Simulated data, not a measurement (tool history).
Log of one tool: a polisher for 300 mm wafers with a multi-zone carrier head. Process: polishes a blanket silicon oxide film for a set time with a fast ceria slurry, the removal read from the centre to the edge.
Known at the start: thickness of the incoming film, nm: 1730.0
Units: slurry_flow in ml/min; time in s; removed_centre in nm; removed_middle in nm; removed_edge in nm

run	hour	slurry_flow	centre_zone	middle_zone	edge_zone	time	removed_centre	removed_middle	removed_edge
1	0	180	1	1	1	44	725.8	696.99	691.15
2	0.9	165	0.94	0.99	0.95	41	637.42	633.31	629.35
3	5.4	155	0.9	1.01	0.93	38	576.26	592.51	567.95
4	14.4	155	0.9	1.01	0.89	38	573.28	602.36	553.03
5	20.6	155	0.9	1.01	0.89	29	437.46	461.29	426.77
6	29.3	180	0.89	1.03	0.94	30	457.5	481.83	448.09
7	36.4	215	0.81	1.12	1.04	33	474.06	576.23	529.49
8	38.5	205	0.82	1.1	1.03	33	483.61	573.53	534.51

Run 9 comes next. What will it give?
9	45.6	185	0.82	1.05	0.97	31	?	?	?

Run 9 gave removed_centre 451.93 nm, removed_middle 507.98 nm, removed_edge 473.64 nm.
